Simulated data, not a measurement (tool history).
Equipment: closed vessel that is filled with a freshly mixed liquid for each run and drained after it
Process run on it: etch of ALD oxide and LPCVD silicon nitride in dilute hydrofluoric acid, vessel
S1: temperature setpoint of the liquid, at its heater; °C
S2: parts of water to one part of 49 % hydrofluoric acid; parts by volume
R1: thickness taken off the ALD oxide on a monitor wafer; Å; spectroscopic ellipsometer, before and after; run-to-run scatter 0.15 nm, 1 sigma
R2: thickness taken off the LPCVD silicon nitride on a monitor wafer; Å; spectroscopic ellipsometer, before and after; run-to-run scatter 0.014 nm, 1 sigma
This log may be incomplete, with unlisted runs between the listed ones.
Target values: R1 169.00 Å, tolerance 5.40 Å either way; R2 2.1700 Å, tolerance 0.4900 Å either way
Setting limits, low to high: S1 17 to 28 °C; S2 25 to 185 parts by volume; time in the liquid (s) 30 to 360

{"run": 1, "hour": 0.0, "S1": 20, "S2": 105, "time in the liquid (s)": 185, "R1": 461.77, "R2": 6.144}
{"run": 2, "hour": 1.9, "S1": 18, "S2": 105, "time in the liquid (s)": 185, "R1": 427.95, "R2": 5.1523}
{"run": 3, "hour": 2.5, "S1": 18, "S2": 120, "time in the liquid (s)": 185, "R1": 363.49, "R2": 5.0631}
{"run": 4, "hour": 5.2, "S1": 18, "S2": 130, "time in the liquid (s)": 180, "R1": 324.66, "R2": 4.2865}
{"run": 5, "hour": 9.3, "S1": 18, "S2": 95, "time in the liquid (s)": 180, "R1": 458.89, "R2": 5.5661}
{"run": 6, "hour": 10.9, "S1": 18, "S2": 110, "time in the liquid (s)": 175, "R1": 381.6, "R2": 4.5891}
{"run": 7, "hour": 14.5, "S1": 18, "S2": 120, "time in the liquid (s)": 170, "R1": 334.55, "R2": 4.042}
{"run": 8, "hour": 22.0, "S1": 18, "S2": 130, "time in the liquid (s)": 170, "R1": 307.1, "R2": 4.011}
{"run": 9, "hour": 27.4, "S1": 17, "S2": 170, "time in the liquid (s)": 150, "R1": 190.15, "R2": 2.4581}
{"run": 10, "hour": 30.2, "S1": 17, "S2": 175, "time in the liquid (s)": 150, "R1": 182.05, "R2": 2.3797}
{"run": 11, "hour": 31.3, "S1": 17, "S2": 180, "time in the liquid (s)": 150, "R1": 177.02, "R2": 2.433}

Consider the 4 candidate settings below. Which is the only one whose results all fall within their allowed miss of target?
{"run": "A", "hour": 32.4, "S1": 17, "S2": 145, "time in the liquid (s)": 125, "R1": "?", "R2": "?"}
{"run": "B", "hour": 32.4, "S1": 17, "S2": 180, "time in the liquid (s)": 155, "R1": "?", "R2": "?"}
{"run": "C", "hour": 32.4, "S1": 17, "S2": 165, "time in the liquid (s)": 150, "R1": "?", "R2": "?"}
{"run": "D", "hour": 32.4, "S1": 17, "S2": 185, "time in the liquid (s)": 145, "R1": "?", "R2": "?"}

move=A R1=191.93 R2=2.5362
move=B R1=185.41 R2=2.5543
move=C R1=198.54 R2=2.6874
move=D R1=167.98 R2=2.3274
A: lands further from the targets than the last run did
B: lands further from the targets than the last run did
C: lands further from the targets than the last run did
D: in spec on every target
So the answer is move D, the one that meets all the targets.
